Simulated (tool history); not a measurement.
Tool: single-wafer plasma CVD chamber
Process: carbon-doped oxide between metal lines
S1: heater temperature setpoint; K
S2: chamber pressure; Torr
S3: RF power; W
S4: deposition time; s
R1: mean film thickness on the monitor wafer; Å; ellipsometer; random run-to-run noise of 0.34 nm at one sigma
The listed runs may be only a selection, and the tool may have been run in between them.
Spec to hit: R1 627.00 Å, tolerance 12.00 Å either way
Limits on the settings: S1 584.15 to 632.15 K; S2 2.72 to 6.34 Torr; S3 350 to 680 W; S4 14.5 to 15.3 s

Run 1, hour 0.0: S1 608.15 K, S2 4.53 Torr, S3 515 W, S4 15.3 s. Result: R1 830.98 Å.
Run 2, hour 8.8: S1 610.15 K, S2 4.37 Torr, S3 490 W, S4 15.2 s. Result: R1 781.52 Å.
Run 3, hour 16.9: S1 610.15 K, S2 4.37 Torr, S3 490 W, S4 14.5 s. Result: R1 750.21 Å.
Run 4, hour 25.6: S1 612.15 K, S2 4.17 Torr, S3 485 W, S4 14.5 s. Result: R1 727.07 Å.
Run 5, hour 29.6: S1 605.15 K, S2 4.17 Torr, S3 485 W, S4 14.5 s. Result: R1 749.70 Å.
Run 6, hour 36.4: S1 605.15 K, S2 3.87 Torr, S3 485 W, S4 14.5 s. Result: R1 748.43 Å.
Run 7, hour 39.2: S1 605.15 K, S2 3.87 Torr, S3 485 W, S4 14.5 s. Result: R1 738.66 Å.
Run 8, hour 47.8: S1 608.15 K, S2 3.70 Torr, S3 480 W, S4 14.5 s. Result: R1 728.30 Å.
Run 9, hour 51.4: S1 610.15 K, S2 3.57 Torr, S3 475 W, S4 14.5 s. Result: R1 718.68 Å.
Run 10, hour 53.1: S1 612.15 K, S2 3.47 Torr, S3 465 W, S4 14.5 s. Result: R1 688.44 Å.
Run 11, hour 57.0: S1 614.15 K, S2 3.40 Torr, S3 465 W, S4 14.5 s. Result: R1 684.95 Å.
Run 12, hour 64.6: S1 616.15 K, S2 3.31 Torr, S3 465 W, S4 14.5 s. Result: R1 672.58 Å.
Run 13, hour 73.3: S1 618.15 K, S2 3.26 Torr, S3 465 W, S4 14.5 s. Result: R1 676.19 Å.
Run 14, hour 78.4: S1 619.15 K, S2 3.18 Torr, S3 460 W, S4 14.5 s. Result: R1 665.54 Å.
Run 15, hour 85.6: S1 620.15 K, S2 3.11 Torr, S3 460 W, S4 14.5 s. Result: R1 661.20 Å.
Run 16, hour 94.0: S1 621.15 K, S2 3.05 Torr, S3 460 W, S4 14.5 s. Result: R1 656.85 Å.
Run 17, hour 97.3: S1 622.15 K, S2 3.00 Torr, S3 460 W, S4 14.5 s. Result: R1 659.98 Å.
Run 18, hour 103.3: S1 627.15 K, S2 2.72 Torr, S3 425 W, S4 14.5 s. Result: R1 596.75 Å.
Run 19, hour 107.2: S1 626.15 K, S2 2.77 Torr, S3 425 W, S4 14.5 s. Result: R1 595.97 Å.
Run 20, hour 115.2: S1 625.15 K, S2 2.82 Torr, S3 425 W, S4 14.5 s. Result: R1 594.90 Å.
Run 21, hour 122.8: S1 624.15 K, S2 2.87 Torr, S3 425 W, S4 14.5 s. Result: R1 604.10 Å.
Run 22, hour 125.8: S1 623.15 K, S2 2.91 Torr, S3 425 W, S4 14.5 s. Result: R1 609.90 Å.
Run 23, hour 126.8: S1 622.15 K, S2 2.94 Torr, S3 425 W, S4 14.5 s. Result: R1 612.53 Å.
Run 24, hour 134.9: S1 621.15 K, S2 2.96 Torr, S3 425 W, S4 14.5 s. Result: R1 607.60 Å.
Run 25, hour 135.9: S1 617.15 K, S2 3.35 Torr, S3 440 W, S4 14.5 s. Result: R1 649.90 Å.

Pick the move, out of 4, that brings all results within their allowed miss; only one does.
Run A, hour 136.9: S1 624.15 K, S2 3.90 Torr, S3 470 W, S4 14.5 s. Result: R1 ?.
Run B, hour 136.9: S1 632.15 K, S2 4.39 Torr, S3 410 W, S4 15.3 s. Result: R1 ?.
Run C, hour 136.9: S1 618.15 K, S2 3.10 Torr, S3 445 W, S4 15.0 s. Result: R1 ?.
Run D, hour 136.9: S1 619.15 K, S2 3.35 Torr, S3 475 W, S4 14.5 s. Result: R1 ?.

move      R1
   A  676.87
   B  624.54
   C  664.91
   D  683.02
A: the biggest miss grows against the last run
B: all results land within tolerance of their targets
C: the biggest miss grows against the last run
D: the biggest miss grows against the last run
So the answer is move B, the one that meets all the targets.

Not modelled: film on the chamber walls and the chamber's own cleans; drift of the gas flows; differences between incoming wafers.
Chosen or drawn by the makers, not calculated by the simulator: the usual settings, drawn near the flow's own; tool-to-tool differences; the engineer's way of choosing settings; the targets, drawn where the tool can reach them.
